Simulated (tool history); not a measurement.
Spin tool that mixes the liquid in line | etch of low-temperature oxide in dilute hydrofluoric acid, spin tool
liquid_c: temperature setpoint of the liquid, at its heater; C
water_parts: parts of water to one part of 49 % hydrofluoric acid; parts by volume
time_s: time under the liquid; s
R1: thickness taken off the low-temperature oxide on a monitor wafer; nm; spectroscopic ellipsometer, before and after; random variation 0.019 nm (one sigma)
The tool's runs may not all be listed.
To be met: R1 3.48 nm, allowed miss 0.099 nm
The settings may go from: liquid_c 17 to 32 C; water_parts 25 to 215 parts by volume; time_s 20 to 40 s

Run 1, hour 0: liquid_c 24 C, water_parts 120 parts by volume, time_s 40 s. Result: R1 4.3572 nm.
Run 2, hour 1.6: liquid_c 23 C, water_parts 120 parts by volume, time_s 40 s. Result: R1 4.1613 nm.
Run 3, hour 7.5: liquid_c 22.5 C, water_parts 120 parts by volume, time_s 40 s. Result: R1 4.095 nm.
Run 4, hour 14.2: liquid_c 22.5 C, water_parts 120 parts by volume, time_s 40 s. Result: R1 4.0969 nm.
Run 5, hour 21.7: liquid_c 22 C, water_parts 120 parts by volume, time_s 40 s. Result: R1 4.0234 nm.
Run 6, hour 26.4: liquid_c 25.5 C, water_parts 120 parts by volume, time_s 40 s. Result: R1 4.6062 nm.
Run 7, hour 28.7: liquid_c 24.5 C, water_parts 120 parts by volume, time_s 40 s. Result: R1 4.4361 nm.
Run 8, hour 33.3: liquid_c 23.5 C, water_parts 120 parts by volume, time_s 40 s. Result: R1 4.2433 nm.
Run 9, hour 40.7: liquid_c 22.5 C, water_parts 120 parts by volume, time_s 40 s. Result: R1 4.0483 nm.
Run 10, hour 44.8: liquid_c 22 C, water_parts 120 parts by volume, time_s 40 s. Result: R1 3.9739 nm.
Run 11, hour 48: liquid_c 21.5 C, water_parts 120 parts by volume, time_s 40 s. Result: R1 3.9522 nm.
Run 12, hour 52.6: liquid_c 21 C, water_parts 120 parts by volume, time_s 40 s. Result: R1 3.839 nm.
Run 13, hour 59.1: liquid_c 20.5 C, water_parts 120 parts by volume, time_s 40 s. Result: R1 3.7952 nm.

Which of these 4 next moves meets every target?
Run A, hour 65.6: liquid_c 22 C, water_parts 115 parts by volume, time_s 40 s. Result: R1 ?.
Run B, hour 65.6: liquid_c 19 C, water_parts 110 parts by volume, time_s 40 s. Result: R1 ?.
Run C, hour 65.6: liquid_c 26 C, water_parts 155 parts by volume, time_s 40 s. Result: R1 ?.
Run D, hour 65.6: liquid_c 24 C, water_parts 135 parts by volume, time_s 40 s. Result: R1 ?.

move      R1
   A  4.2358
   B  3.9429
   C  3.5006
   D  3.8141
A: further off than the last run
B: further off than the last run
C: meets every target
D: further off than the last run
The right move is C.

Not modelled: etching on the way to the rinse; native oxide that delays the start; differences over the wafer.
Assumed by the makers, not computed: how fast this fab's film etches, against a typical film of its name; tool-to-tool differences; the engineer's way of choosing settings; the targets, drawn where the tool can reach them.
